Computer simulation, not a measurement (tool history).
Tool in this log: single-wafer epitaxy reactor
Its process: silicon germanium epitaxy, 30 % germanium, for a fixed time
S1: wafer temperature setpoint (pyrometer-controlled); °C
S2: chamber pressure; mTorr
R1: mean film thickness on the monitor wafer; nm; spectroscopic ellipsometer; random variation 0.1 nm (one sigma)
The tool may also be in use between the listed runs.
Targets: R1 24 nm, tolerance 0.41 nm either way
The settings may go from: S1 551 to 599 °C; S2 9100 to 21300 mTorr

{"run": 1, "hour": 0.0, "S1": 575, "S2": 15200, "R1": 32.807}
{"run": 2, "hour": 2.1, "S1": 571, "S2": 15200, "R1": 30.227}
{"run": 3, "hour": 4.0, "S1": 564, "S2": 15200, "R1": 25.805}
{"run": 4, "hour": 5.0, "S1": 563, "S2": 15200, "R1": 25.523}
{"run": 5, "hour": 9.5, "S1": 563, "S2": 16600, "R1": 26.221}
{"run": 6, "hour": 12.9, "S1": 563, "S2": 18700, "R1": 27.195}
{"run": 7, "hour": 17.3, "S1": 562, "S2": 18700, "R1": 26.609}
{"run": 8, "hour": 18.7, "S1": 561, "S2": 18700, "R1": 26.007}
{"run": 9, "hour": 19.6, "S1": 560, "S2": 18700, "R1": 25.552}
{"run": 10, "hour": 24.2, "S1": 559, "S2": 18700, "R1": 24.944}
{"run": 11, "hour": 28.0, "S1": 558, "S2": 18700, "R1": 24.499}

Which one of the following 4 next-run settings gets every result inside its allowed miss? There is exactly one.
{"run": "A", "hour": 31.8, "S1": 558, "S2": 17800, "R1": "?"}
{"run": "B", "hour": 31.8, "S1": 561, "S2": 16900, "R1": "?"}
{"run": "C", "hour": 31.8, "S1": 559, "S2": 19900, "R1": "?"}
{"run": "D", "hour": 31.8, "S1": 559, "S2": 19200, "R1": "?"}

move=A R1=24.163
move=B R1=25.346
move=C R1=25.674
move=D R1=25.355
A: every result lands within tolerance
B: further off than the last run
C: further off than the last run
D: further off than the last run
So the answer is move A, the one that meets all the targets.
